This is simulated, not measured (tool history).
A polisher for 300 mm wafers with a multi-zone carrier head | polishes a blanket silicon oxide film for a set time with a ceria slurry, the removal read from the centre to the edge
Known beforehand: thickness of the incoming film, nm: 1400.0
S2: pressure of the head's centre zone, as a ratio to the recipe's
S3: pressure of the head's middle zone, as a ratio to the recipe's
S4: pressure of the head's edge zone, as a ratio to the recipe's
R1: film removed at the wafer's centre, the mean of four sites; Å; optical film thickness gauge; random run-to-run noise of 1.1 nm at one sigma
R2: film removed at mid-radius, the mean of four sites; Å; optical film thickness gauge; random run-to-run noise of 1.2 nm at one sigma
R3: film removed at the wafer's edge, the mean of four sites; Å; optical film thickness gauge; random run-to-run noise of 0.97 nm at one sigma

Run 1, hour 0.0: flow of slurry (ml/min) 170, S2 1.00, S3 1.00, S4 1.00, polishing time (s) 36. Result: R1 1810.10 Å, R2 1801.20 Å, R3 1827.50 Å.
Run 2, hour 3.8: flow of slurry (ml/min) 130, S2 1.00, S3 1.00, S4 1.00, polishing time (s) 36. Result: R1 1677.10 Å, R2 1686.60 Å, R3 1737.30 Å.
Run 3, hour 7.6: flow of slurry (ml/min) 125, S2 0.98, S3 0.98, S4 0.98, polishing time (s) 34. Result: R1 1528.90 Å, R2 1570.80 Å, R3 1595.10 Å.
Run 4, hour 16.1: flow of slurry (ml/min) 125, S2 0.98, S3 0.98, S4 0.98, polishing time (s) 26. Result: R1 1196.50 Å, R2 1230.80 Å, R3 1209.30 Å.
Run 5, hour 18.6: flow of slurry (ml/min) 120, S2 0.97, S3 0.96, S4 0.99, polishing time (s) 25. Result: R1 1117.80 Å, R2 1149.90 Å, R3 1177.70 Å.
Run 6, hour 27.0: flow of slurry (ml/min) 120, S2 0.96, S3 0.95, S4 0.99, polishing time (s) 24. Result: R1 1087.10 Å, R2 1081.00 Å, R3 1113.80 Å.
Run 7, hour 29.8: flow of slurry (ml/min) 120, S2 0.94, S3 0.95, S4 1.00, polishing time (s) 23. Result: R1 999.20 Å, R2 1065.20 Å, R3 1095.50 Å.
Run 8, hour 36.1: flow of slurry (ml/min) 120, S2 0.93, S3 0.94, S4 0.99, polishing time (s) 22. Result: R1 950.85 Å, R2 998.27 Å, R3 1022.00 Å.
Run 9, hour 37.0: flow of slurry (ml/min) 120, S2 0.92, S3 0.93, S4 0.99, polishing time (s) 22. Result: R1 943.51 Å, R2 977.94 Å, R3 1032.00 Å.
Run 10, hour 42.3: flow of slurry (ml/min) 120, S2 0.91, S3 0.92, S4 0.98, polishing time (s) 22. Result: R1 915.41 Å, R2 976.69 Å, R3 1039.80 Å.
Run 11, hour 46.5: flow of slurry (ml/min) 120, S2 0.91, S3 0.91, S4 0.98, polishing time (s) 22. Result: R1 935.49 Å, R2 968.48 Å, R3 1034.00 Å.
Run 12, hour 50.6: flow of slurry (ml/min) 120, S2 0.90, S3 0.90, S4 0.97, polishing time (s) 22. Result: R1 906.52 Å, R2 982.64 Å, R3 1050.20 Å.

What does the tool deliver on the next run?
Run 13, hour 56.8: flow of slurry (ml/min) 120, S2 0.90, S3 0.90, S4 0.97, polishing time (s) 21. Result: R1 ?, R2 ?, R3 ?.

R1: 875.36 Å
R2: 919.04 Å
R3: 966.47 Å
